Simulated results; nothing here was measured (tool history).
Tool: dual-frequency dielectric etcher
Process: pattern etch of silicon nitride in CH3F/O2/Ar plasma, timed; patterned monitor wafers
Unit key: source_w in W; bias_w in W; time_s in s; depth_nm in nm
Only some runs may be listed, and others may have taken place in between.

run,day,source_w,bias_w,time_s,depth_nm
1,0,430,90,51,39.274
2,0.367,430,90,47.5,36.358
3,0.7,430,97,47.5,37.441
4,1.054,400,97,47.5,36.321
5,1.362,400,108,47.5,37.227
6,1.712,400,108,51,39.866

For run 7, what comes out?
7,2.079,410,109,51,?

depth_nm: 40.486 nm
